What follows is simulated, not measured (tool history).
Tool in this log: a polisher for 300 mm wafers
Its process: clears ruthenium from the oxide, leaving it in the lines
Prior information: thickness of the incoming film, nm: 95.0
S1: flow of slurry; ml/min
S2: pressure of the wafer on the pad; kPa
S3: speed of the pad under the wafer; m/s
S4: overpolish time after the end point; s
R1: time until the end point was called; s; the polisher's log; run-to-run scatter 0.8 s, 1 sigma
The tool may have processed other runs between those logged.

Run 1, day 0.000: S1 190 ml/min, S2 15.2 kPa, S3 0.86 m/s, S4 13 s. Result: R1 102.380 s.
Run 2, day 0.150: S1 190 ml/min, S2 16.5 kPa, S3 0.86 m/s, S4 13 s. Result: R1 97.233 s.
Run 3, day 0.292: S1 220 ml/min, S2 16.5 kPa, S3 0.86 m/s, S4 13 s. Result: R1 94.519 s.
Run 4, day 0.654: S1 255 ml/min, S2 16.5 kPa, S3 0.86 m/s, S4 13 s. Result: R1 90.941 s.
Run 5, day 0.808: S1 255 ml/min, S2 17.2 kPa, S3 0.86 m/s, S4 13 s. Result: R1 87.061 s.
At day 1.146: head pressure recalibrated.
Run 6, day 1.146: S1 255 ml/min, S2 17.2 kPa, S3 0.86 m/s, S4 9 s. Result: R1 94.545 s.

Predict the results of run 7:
Run 7, day 1.504: S1 255 ml/min, S2 18.6 kPa, S3 0.86 m/s, S4 9 s. Result: R1 ?.

Run 7 measured R1 86.492 s.

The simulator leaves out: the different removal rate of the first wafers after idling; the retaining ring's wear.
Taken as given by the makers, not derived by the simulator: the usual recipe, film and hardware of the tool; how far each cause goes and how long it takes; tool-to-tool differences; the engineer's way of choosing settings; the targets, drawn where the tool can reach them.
